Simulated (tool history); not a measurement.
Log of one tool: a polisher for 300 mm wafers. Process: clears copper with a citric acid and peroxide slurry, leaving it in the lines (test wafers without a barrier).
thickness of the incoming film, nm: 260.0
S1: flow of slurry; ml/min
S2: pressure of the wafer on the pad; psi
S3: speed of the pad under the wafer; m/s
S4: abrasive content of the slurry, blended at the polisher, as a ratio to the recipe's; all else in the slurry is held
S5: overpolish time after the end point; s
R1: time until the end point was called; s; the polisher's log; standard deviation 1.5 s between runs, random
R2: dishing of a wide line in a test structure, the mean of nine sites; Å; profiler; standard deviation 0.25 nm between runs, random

run	day	S1	S2	S3	S4	S5	R1	R2
1	0	245	2.9	1.34	1	24	93.727	193.11
2	0.142	245	2.9	1.56	1	24	80.778	185.23
3	0.358	245	2.9	1.56	1	30	83.536	189.43
4	0.488	245	3.4	1.56	1	30	68.454	197.69
5	0.767	235	3	1.66	0.95	25	74.428	193.39
# day 0.8: head pressure recalibrated
6	0.8	235	3	1.66	0.85	25	83.783	193.74
7	1.067	235	3	1.66	0.85	25	81.371	197.23
8	1.292	265	2.7	1.6	1	21	89.913	182.86
9	1.483	335	1.9	1.8	1.25	10	108.64	130.1
10	1.821	345	1.8	1.86	1.3	9	108.51	124
11	2.062	350	1.7	1.9	1.35	9	111.81	119.81
12	2.125	355	1.7	1.94	1.4	9	110.39	119.87
13	2.246	360	1.7	1.96	1.4	9	107.68	118.94
14	2.458	365	1.7	1.98	1.4	9	107.73	120.68
15	2.721	370	1.7	2	1.4	9	107.45	116.3
16	2.858	370	1.7	2.02	1.4	9	101.95	123.54
17	2.971	365	1.7	2.04	1.4	9	102.43	122.33
18	3.021	370	1.7	2.04	1.4	9	102.3	125.86

Forecast run 19:
19	3.375	300	1.8	2.08	1.45	7	?	?

{"run 19": {"R1": 96.343, "R2": 105.13}}
